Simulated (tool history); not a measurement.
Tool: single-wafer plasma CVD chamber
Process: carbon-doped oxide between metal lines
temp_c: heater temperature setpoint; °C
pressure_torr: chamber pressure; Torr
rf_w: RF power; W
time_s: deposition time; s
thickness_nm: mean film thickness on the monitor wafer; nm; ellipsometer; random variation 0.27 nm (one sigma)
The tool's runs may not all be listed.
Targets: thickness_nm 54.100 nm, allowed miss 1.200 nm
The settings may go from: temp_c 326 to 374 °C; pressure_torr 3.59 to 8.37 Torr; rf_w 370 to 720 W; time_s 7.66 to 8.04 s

Run 1, hour 0.0: temp_c 350 °C, pressure_torr 5.98 Torr, rf_w 545 W, time_s 8.04 s. Result: thickness_nm 45.600 nm.
Run 2, hour 8.6: temp_c 350 °C, pressure_torr 5.98 Torr, rf_w 510 W, time_s 8.04 s. Result: thickness_nm 43.934 nm.
Run 3, hour 17.3: temp_c 349 °C, pressure_torr 6.08 Torr, rf_w 525 W, time_s 8.04 s. Result: thickness_nm 45.129 nm.
Run 4, hour 24.5: temp_c 349 °C, pressure_torr 5.29 Torr, rf_w 525 W, time_s 8.04 s. Result: thickness_nm 43.720 nm.
Run 5, hour 27.4: temp_c 349 °C, pressure_torr 6.29 Torr, rf_w 525 W, time_s 8.04 s. Result: thickness_nm 45.324 nm.
Run 6, hour 33.5: temp_c 348 °C, pressure_torr 6.49 Torr, rf_w 535 W, time_s 8.04 s. Result: thickness_nm 46.233 nm.
Run 7, hour 38.4: temp_c 347 °C, pressure_torr 6.67 Torr, rf_w 545 W, time_s 8.04 s. Result: thickness_nm 46.749 nm.
Run 8, hour 41.6: temp_c 346 °C, pressure_torr 6.80 Torr, rf_w 555 W, time_s 8.04 s. Result: thickness_nm 47.477 nm.
Run 9, hour 44.4: temp_c 345 °C, pressure_torr 6.92 Torr, rf_w 565 W, time_s 8.04 s. Result: thickness_nm 47.930 nm.
Run 10, hour 48.7: temp_c 345 °C, pressure_torr 7.02 Torr, rf_w 575 W, time_s 8.04 s. Result: thickness_nm 49.219 nm.
Run 11, hour 57.2: temp_c 345 °C, pressure_torr 7.12 Torr, rf_w 580 W, time_s 8.04 s. Result: thickness_nm 49.300 nm.
Run 12, hour 58.5: temp_c 336 °C, pressure_torr 7.60 Torr, rf_w 655 W, time_s 8.04 s. Result: thickness_nm 56.235 nm.

4 next moves are on the table. One of them brings every result within its allowed miss. Which?
Run A, hour 59.8: temp_c 348 °C, pressure_torr 7.51 Torr, rf_w 715 W, time_s 8.04 s. Result: thickness_nm ?.
Run B, hour 59.8: temp_c 334 °C, pressure_torr 8.37 Torr, rf_w 650 W, time_s 8.04 s. Result: thickness_nm ?.
Run C, hour 59.8: temp_c 326 °C, pressure_torr 8.37 Torr, rf_w 620 W, time_s 8.04 s. Result: thickness_nm ?.
Run D, hour 59.8: temp_c 337 °C, pressure_torr 7.52 Torr, rf_w 660 W, time_s 7.80 s. Result: thickness_nm ?.

move  thickness_nm
   A        55.819
   B        55.530
   C        55.581
   D        53.448
A: nearer than the last run, and not there yet
B: nearer than the last run, and not there yet
C: nearer than the last run, and not there yet
D: meets every target
The right move is D.
